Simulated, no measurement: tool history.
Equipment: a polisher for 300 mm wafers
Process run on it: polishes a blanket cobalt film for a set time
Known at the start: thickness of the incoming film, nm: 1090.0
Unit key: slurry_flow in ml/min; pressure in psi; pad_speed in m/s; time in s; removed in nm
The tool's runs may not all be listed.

run	hour	slurry_flow	pressure	pad_speed	time	removed
1	0	220	2.2	1.14	67	339.07
2	0.8	220	2.3	1.14	67	351.28
3	7.7	220	2.5	1.14	67	373.19
4	16.4	220	2.5	0.9	67	299.79
5	20.1	220	2.5	0.68	67	230.33
6	20.9	220	2.6	0.7	67	240.25

Run 7 has not been measured yet. What should we expect?
7	29.9	220	2.7	0.72	67	?

Logged for run 7: removed 255.8 nm.

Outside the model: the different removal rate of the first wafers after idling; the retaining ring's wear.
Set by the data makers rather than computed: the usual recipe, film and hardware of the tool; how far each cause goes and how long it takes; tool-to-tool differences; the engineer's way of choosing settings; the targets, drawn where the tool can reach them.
